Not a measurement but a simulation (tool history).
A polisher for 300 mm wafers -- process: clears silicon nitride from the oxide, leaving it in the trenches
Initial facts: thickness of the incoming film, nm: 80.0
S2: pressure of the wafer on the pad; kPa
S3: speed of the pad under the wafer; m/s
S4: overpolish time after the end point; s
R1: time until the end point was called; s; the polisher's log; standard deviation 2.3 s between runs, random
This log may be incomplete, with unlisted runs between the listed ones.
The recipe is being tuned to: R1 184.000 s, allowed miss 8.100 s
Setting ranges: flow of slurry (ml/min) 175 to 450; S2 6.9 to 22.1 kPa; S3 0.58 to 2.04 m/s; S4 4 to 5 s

run 1 hour=0.0 | flow_of_slurry_(ml/min)=290 S2=14.5 S3=1.30 S4=5 | R1=103.470
run 2 hour=2.2 | flow_of_slurry_(ml/min)=290 S2=14.5 S3=1.30 S4=4 | R1=104.320
run 3 hour=4.8 | flow_of_slurry_(ml/min)=290 S2=15.9 S3=1.30 S4=4 | R1=97.199
run 4 hour=6.7 | flow_of_slurry_(ml/min)=290 S2=13.1 S3=1.30 S4=4 | R1=112.790
run 5 hour=9.4 | flow_of_slurry_(ml/min)=290 S2=13.1 S3=1.14 S4=4 | R1=124.510
run 6 hour=18.4 | flow_of_slurry_(ml/min)=290 S2=12.4 S3=1.12 S4=4 | R1=130.070
run 7 hour=25.1 | flow_of_slurry_(ml/min)=290 S2=11.7 S3=1.10 S4=4 | R1=135.980
run 8 hour=29.7 | flow_of_slurry_(ml/min)=290 S2=11.0 S3=1.08 S4=4 | R1=139.690
run 9 hour=36.5 | flow_of_slurry_(ml/min)=290 S2=10.3 S3=1.06 S4=4 | R1=151.680
run 10 hour=41.6 | flow_of_slurry_(ml/min)=290 S2=9.7 S3=1.06 S4=4 | R1=162.240

Which one of the following 5 next-run settings gets every result inside its allowed miss? There is exactly one.
run A hour=46.7 | flow_of_slurry_(ml/min)=315 S2=9.0 S3=0.82 S4=4 | R1=?
run B hour=46.7 | flow_of_slurry_(ml/min)=270 S2=7.6 S3=1.10 S4=5 | R1=?
run C hour=46.7 | flow_of_slurry_(ml/min)=255 S2=12.4 S3=0.96 S4=4 | R1=?
run D hour=46.7 | flow_of_slurry_(ml/min)=300 S2=11.7 S3=1.24 S4=4 | R1=?
run E hour=46.7 | flow_of_slurry_(ml/min)=340 S2=8.3 S3=1.10 S4=4 | R1=?

move=A R1=199.130
move=B R1=183.120
move=C R1=146.990
move=D R1=125.070
move=E R1=169.800
A: carries the result that was furthest off beyond its target, to the other side
B: all results in spec
C: further off than the last run
D: further off than the last run
E: gains on the last run, yet a result remains outside its allowed miss
The right move is B.
